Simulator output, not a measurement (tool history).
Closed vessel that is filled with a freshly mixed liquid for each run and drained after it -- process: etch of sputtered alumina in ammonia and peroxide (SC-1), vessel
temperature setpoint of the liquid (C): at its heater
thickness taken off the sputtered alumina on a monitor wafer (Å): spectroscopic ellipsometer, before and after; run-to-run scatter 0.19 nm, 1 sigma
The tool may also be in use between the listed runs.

run,day,temperature setpoint of the liquid (C),parts of 29 % ammonia solution to one part of 30 % peroxide (parts by volume),time in the liquid (s),thickness taken off the sputtered alumina on a monitor wafer (Å)
1,0.000,52.0,0.65,355,202.20
2,0.117,49.0,0.65,355,170.80
3,0.146,49.0,0.65,355,172.05
4,0.450,49.0,0.65,355,171.20
5,0.638,49.0,0.85,355,176.15
6,0.746,52.0,0.85,355,205.97
7,0.858,54.0,0.85,355,231.63
8,1.117,54.0,0.85,355,229.83
9,1.358,54.0,0.85,355,230.82
10,1.525,55.5,0.85,355,248.58
11,1.654,57.0,0.85,355,271.01
12,1.867,58.0,0.85,355,285.91
13,1.921,58.5,0.85,355,294.16
14,2.033,59.0,0.85,355,301.72
15,2.367,59.0,0.85,355,300.88
16,2.496,59.5,0.85,355,308.33

The next listed run, before its measurement:
17,2.746,60.0,0.85,355,?

For run 17 the tool returned thickness taken off the sputtered alumina on a monitor wafer (Å) 317.75.

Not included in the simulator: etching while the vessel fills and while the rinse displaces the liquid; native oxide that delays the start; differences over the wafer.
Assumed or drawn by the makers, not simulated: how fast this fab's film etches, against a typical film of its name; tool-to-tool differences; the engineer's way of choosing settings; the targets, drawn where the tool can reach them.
